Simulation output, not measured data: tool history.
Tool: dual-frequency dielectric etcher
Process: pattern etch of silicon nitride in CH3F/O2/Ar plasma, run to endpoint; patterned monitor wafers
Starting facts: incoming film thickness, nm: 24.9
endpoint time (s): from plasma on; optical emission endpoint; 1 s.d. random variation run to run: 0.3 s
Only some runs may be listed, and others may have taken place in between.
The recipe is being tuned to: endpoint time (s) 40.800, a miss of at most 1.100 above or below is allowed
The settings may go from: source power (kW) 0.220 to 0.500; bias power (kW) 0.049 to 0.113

run,day,source power (kW),bias power (kW),endpoint time (s)
1,0.000,0.360,0.081,35.988
2,0.050,0.360,0.094,34.977
3,0.071,0.360,0.086,35.433
4,0.121,0.330,0.086,36.765
5,0.196,0.310,0.084,38.074
6,0.254,0.310,0.089,37.851
7,0.512,0.300,0.088,38.668
8,0.746,0.290,0.087,39.545

Exactly one of the 4 candidate moves below puts every result within its allowed miss. Which one?
A,0.979,0.300,0.094,?
B,0.979,0.320,0.083,?
C,0.979,0.300,0.073,?
D,0.979,0.310,0.084,?

move,endpoint time (s)
A,38.077
B,38.036
C,40.542
D,38.537
A: its largest miss is bigger than the last run's
B: its largest miss is bigger than the last run's
C: all results land within tolerance of their targets
D: its largest miss is bigger than the last run's
Correct choice: C, which meets every target
